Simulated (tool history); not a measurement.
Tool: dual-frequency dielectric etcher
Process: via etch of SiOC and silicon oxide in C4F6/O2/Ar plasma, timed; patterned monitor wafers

run  hour  source power (kW)  bias power (kW)  etch time (s)  mean etch depth across the wafer (nm)
  1   0.0              0.280            0.238           40.0                                 44.387
  2   4.5              0.260            0.238           40.0                                 43.005
  3   8.7              0.260            0.210           40.0                                 41.394
  4  16.4              0.290            0.210           40.0                                 43.131
  5  19.7              0.310            0.210           40.0                                 44.342
  6  26.6              0.310            0.210           36.5                                 41.126
  7  35.2              0.320            0.222           36.5                                 42.353
  8  41.2              0.330            0.233           36.5                                 43.806

What will run 9 give?
  9  44.5              0.340            0.240           36.5                                      ?

Logged for run 9: mean etch depth across the wafer (nm) 44.745.
